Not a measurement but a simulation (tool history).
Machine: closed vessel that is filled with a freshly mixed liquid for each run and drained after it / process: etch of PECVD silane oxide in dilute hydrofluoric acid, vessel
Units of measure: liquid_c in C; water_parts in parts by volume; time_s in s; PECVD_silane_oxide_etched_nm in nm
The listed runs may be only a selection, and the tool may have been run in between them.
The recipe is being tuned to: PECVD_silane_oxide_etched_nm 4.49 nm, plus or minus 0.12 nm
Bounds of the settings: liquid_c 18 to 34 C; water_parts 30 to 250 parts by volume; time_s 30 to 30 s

{"run": 1, "day": 0.0, "liquid_c": 26, "water_parts": 140, "time_s": 30, "PECVD_silane_oxide_etched_nm": 6.4286}
{"run": 2, "day": 0.167, "liquid_c": 25, "water_parts": 140, "time_s": 30, "PECVD_silane_oxide_etched_nm": 6.2973}
{"run": 3, "day": 0.529, "liquid_c": 24, "water_parts": 145, "time_s": 30, "PECVD_silane_oxide_etched_nm": 5.7255}
{"run": 4, "day": 0.792, "liquid_c": 24, "water_parts": 145, "time_s": 30, "PECVD_silane_oxide_etched_nm": 5.7408}
{"run": 5, "day": 1.125, "liquid_c": 24, "water_parts": 105, "time_s": 30, "PECVD_silane_oxide_etched_nm": 8.3481}
{"run": 6, "day": 1.3, "liquid_c": 23, "water_parts": 110, "time_s": 30, "PECVD_silane_oxide_etched_nm": 7.5687}
{"run": 7, "day": 1.379, "liquid_c": 22.5, "water_parts": 115, "time_s": 30, "PECVD_silane_oxide_etched_nm": 7.009}
{"run": 8, "day": 1.462, "liquid_c": 22, "water_parts": 120, "time_s": 30, "PECVD_silane_oxide_etched_nm": 6.5195}
{"run": 9, "day": 1.788, "liquid_c": 21.5, "water_parts": 125, "time_s": 30, "PECVD_silane_oxide_etched_nm": 6.1483}
{"run": 10, "day": 2.038, "liquid_c": 21, "water_parts": 130, "time_s": 30, "PECVD_silane_oxide_etched_nm": 5.7474}
{"run": 11, "day": 2.358, "liquid_c": 18, "water_parts": 150, "time_s": 30, "PECVD_silane_oxide_etched_nm": 4.3356}

Consider the 4 candidate settings below. Which is the only one whose results all fall within their allowed miss of target?
{"run": "A", "day": 2.679, "liquid_c": 18.5, "water_parts": 155, "time_s": 30, "PECVD_silane_oxide_etched_nm": "?"}
{"run": "B", "day": 2.679, "liquid_c": 18, "water_parts": 145, "time_s": 30, "PECVD_silane_oxide_etched_nm": "?"}
{"run": "C", "day": 2.679, "liquid_c": 18, "water_parts": 140, "time_s": 30, "PECVD_silane_oxide_etched_nm": "?"}
{"run": "D", "day": 2.679, "liquid_c": 18, "water_parts": 155, "time_s": 30, "PECVD_silane_oxide_etched_nm": "?"}

move=A PECVD_silane_oxide_etched_nm=4.2494
move=B PECVD_silane_oxide_etched_nm=4.4961
move=C PECVD_silane_oxide_etched_nm=4.6801
move=D PECVD_silane_oxide_etched_nm=4.1645
A: moves away from the targets compared with the last run
B: hits every target within its allowed miss
C: takes the result that was furthest off past its target
D: moves away from the targets compared with the last run
Correct choice: B, which meets every target

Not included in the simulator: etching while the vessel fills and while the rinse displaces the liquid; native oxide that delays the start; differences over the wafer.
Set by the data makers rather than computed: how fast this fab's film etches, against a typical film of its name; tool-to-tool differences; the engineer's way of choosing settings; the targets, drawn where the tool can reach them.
